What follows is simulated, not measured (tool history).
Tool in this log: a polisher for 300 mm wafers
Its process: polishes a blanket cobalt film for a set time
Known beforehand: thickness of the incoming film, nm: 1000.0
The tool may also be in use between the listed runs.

run  hour  flow of slurry (ml/min)  pressure of the wafer on the pad (psi)  speed of the pad under the wafer (m/s)  polishing time (s)  film removed (angstrom)
  1   0.0                      180                                     2.3                                    1.20                  69                   4900.4
  2   1.2                      180                                     2.1                                    1.20                  69                   4603.5
  3   3.1                      180                                     2.1                                    1.20                  69                   4556.5
  4   8.2                      180                                     1.9                                    1.20                  69                   4158.1
  5  14.9                      180                                     1.8                                    1.20                  69                   4068.9
  6  15.6                      180                                     1.8                                    1.44                  69                   4675.1
  7  22.7                      180                                     1.6                                    1.42                  69                   4262.2
  8  29.5                      180                                     1.5                                    1.40                  69                   4041.1
  9  36.5                      180                                     1.4                                    1.38                  69                   3926.6
 10  44.0                      180                                     1.3                                    1.36                  69                   3644.8

Run 11 has not been measured yet. What should we expect?
 11  49.9                      180                                     1.2                                    1.36                  69                        ?

{"run 11": {"film removed (angstrom)": 3527.9}}

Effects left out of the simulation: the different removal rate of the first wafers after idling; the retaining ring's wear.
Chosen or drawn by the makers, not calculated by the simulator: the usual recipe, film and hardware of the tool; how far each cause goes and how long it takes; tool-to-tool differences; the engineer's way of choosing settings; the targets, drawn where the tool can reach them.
